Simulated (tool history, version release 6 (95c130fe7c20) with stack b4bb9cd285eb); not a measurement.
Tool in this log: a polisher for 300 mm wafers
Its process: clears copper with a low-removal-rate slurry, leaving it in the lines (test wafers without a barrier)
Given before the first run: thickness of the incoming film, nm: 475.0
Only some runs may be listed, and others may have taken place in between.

run  hour  flow of slurry (ml/min)  pressure of the wafer on the pad (psi)  speed of the pad under the wafer (cm/s)  abrasive content of the slurry  overpolish time after the end point (s)  time until the end point was called (s)  dishing of a wide line in a test structure (Å)
  1   0.0                      145                                     2.6                                      134                             1.0                                       25                                   105.61                                          661.21
  2   4.4                      145                                     2.5                                      134                             1.0                                       24                                   107.65                                          604.53
  3  13.3                      145                                     2.5                                      134                             1.0                                       34                                   107.37                                          796.16
  4  16.7                      145                                     2.5                                      134                             1.0                                       43                                   106.36                                          907.86
  5  17.7                      170                                     2.5                                      134                             1.0                                       43                                   109.17                                          949.97
  6  20.3                      170                                     2.5                                      134                             1.0                                       33                                   105.06                                          770.07
  7  22.8                      170                                     2.4                                      134                             1.0                                       31                                   109.97                                          725.66
  8  28.6                      170                                     2.3                                      134                             1.0                                       29                                   115.41                                          669.40
  9  31.2                      170                                     2.3                                      134                             1.0                                       29                                   116.13                                          674.06

Estimate the outcome of run 10 from the log above:
 10  35.2                      170                                     2.3                                      134                             1.0                                       27                                        ?                                               ?

{"run 10": {"time until the end point was called (s)": 118.8, "dishing of a wide line in a test structure (Å)": 646.08}}
